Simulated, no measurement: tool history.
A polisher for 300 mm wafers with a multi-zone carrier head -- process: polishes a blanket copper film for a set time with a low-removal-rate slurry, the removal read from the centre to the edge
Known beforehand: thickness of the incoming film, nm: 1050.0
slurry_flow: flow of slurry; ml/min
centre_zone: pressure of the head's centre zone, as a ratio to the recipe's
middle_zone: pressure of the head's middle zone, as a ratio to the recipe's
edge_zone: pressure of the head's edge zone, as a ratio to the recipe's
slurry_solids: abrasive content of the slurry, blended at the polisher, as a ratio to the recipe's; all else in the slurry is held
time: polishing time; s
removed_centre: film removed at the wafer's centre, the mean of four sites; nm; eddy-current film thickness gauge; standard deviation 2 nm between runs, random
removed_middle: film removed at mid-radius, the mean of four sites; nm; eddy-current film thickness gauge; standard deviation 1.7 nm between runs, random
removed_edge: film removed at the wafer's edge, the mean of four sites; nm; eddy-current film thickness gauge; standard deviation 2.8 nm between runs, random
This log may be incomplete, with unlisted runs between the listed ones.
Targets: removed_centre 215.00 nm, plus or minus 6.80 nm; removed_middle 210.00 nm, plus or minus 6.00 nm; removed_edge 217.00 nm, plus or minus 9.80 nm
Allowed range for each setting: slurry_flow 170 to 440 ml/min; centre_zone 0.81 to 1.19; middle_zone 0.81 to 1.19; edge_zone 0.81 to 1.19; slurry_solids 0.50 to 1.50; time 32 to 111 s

Run 1, hour 0.0: slurry_flow 280 ml/min, centre_zone 1.00, middle_zone 1.00, edge_zone 1.00, slurry_solids 1.00, time 71 s. Result: removed_centre 261.69 nm, removed_middle 264.85 nm, removed_edge 264.11 nm.
Run 2, hour 0.9: slurry_flow 280 ml/min, centre_zone 0.99, middle_zone 0.98, edge_zone 0.98, slurry_solids 0.95, time 71 s. Result: removed_centre 252.83 nm, removed_middle 264.83 nm, removed_edge 263.74 nm.
Run 3, hour 7.7: slurry_flow 280 ml/min, centre_zone 0.99, middle_zone 0.98, edge_zone 0.98, slurry_solids 1.15, time 71 s. Result: removed_centre 262.84 nm, removed_middle 270.19 nm, removed_edge 271.52 nm.
Run 4, hour 11.7: slurry_flow 280 ml/min, centre_zone 0.99, middle_zone 0.98, edge_zone 0.98, slurry_solids 0.95, time 71 s. Result: removed_centre 256.34 nm, removed_middle 259.62 nm, removed_edge 258.67 nm.
Run 5, hour 15.2: slurry_flow 280 ml/min, centre_zone 0.99, middle_zone 1.02, edge_zone 0.98, slurry_solids 0.95, time 71 s. Result: removed_centre 252.69 nm, removed_middle 266.97 nm, removed_edge 264.85 nm.
Run 6, hour 23.6: slurry_flow 255 ml/min, centre_zone 0.99, middle_zone 1.02, edge_zone 0.98, slurry_solids 0.95, time 71 s. Result: removed_centre 255.47 nm, removed_middle 270.81 nm, removed_edge 261.51 nm.
Run 7, hour 26.3: slurry_flow 255 ml/min, centre_zone 0.99, middle_zone 1.00, edge_zone 0.98, slurry_solids 0.90, time 70 s. Result: removed_centre 245.58 nm, removed_middle 255.46 nm, removed_edge 246.45 nm.
Run 8, hour 31.1: slurry_flow 250 ml/min, centre_zone 0.98, middle_zone 0.97, edge_zone 0.98, slurry_solids 0.90, time 70 s. Result: removed_centre 240.55 nm, removed_middle 246.69 nm, removed_edge 251.13 nm.
Run 9, hour 40.1: slurry_flow 250 ml/min, centre_zone 0.98, middle_zone 0.97, edge_zone 0.98, slurry_solids 0.90, time 70 s. Result: removed_centre 241.91 nm, removed_middle 248.26 nm, removed_edge 248.24 nm.

Exactly one of the 4 candidate moves below puts every result within its allowed miss. Which one?
Run A, hour 49.1: slurry_flow 260 ml/min, centre_zone 1.15, middle_zone 1.16, edge_zone 0.82, slurry_solids 1.05, time 65 s. Result: removed_centre ?, removed_middle ?, removed_edge ?.
Run B, hour 49.1: slurry_flow 265 ml/min, centre_zone 0.94, middle_zone 0.81, edge_zone 1.16, slurry_solids 0.95, time 68 s. Result: removed_centre ?, removed_middle ?, removed_edge ?.
Run C, hour 49.1: slurry_flow 275 ml/min, centre_zone 0.83, middle_zone 1.09, edge_zone 1.07, slurry_solids 1.10, time 74 s. Result: removed_centre ?, removed_middle ?, removed_edge ?.
Run D, hour 49.1: slurry_flow 290 ml/min, centre_zone 0.95, middle_zone 0.89, edge_zone 0.87, slurry_solids 0.80, time 64 s. Result: removed_centre ?, removed_middle ?, removed_edge ?.

move  removed_centre  removed_middle  removed_edge
   A          269.11          277.26        224.32
   B          225.61          211.26        273.66
   C          224.06          304.30        293.58
   D          210.69          210.61        218.80
A: its largest miss is bigger than the last run's
B: the furthest-off result lands on target, but another misses its tolerance
C: its largest miss is bigger than the last run's
D: every result within its allowed miss
D is the move that brings every result within its allowed miss.
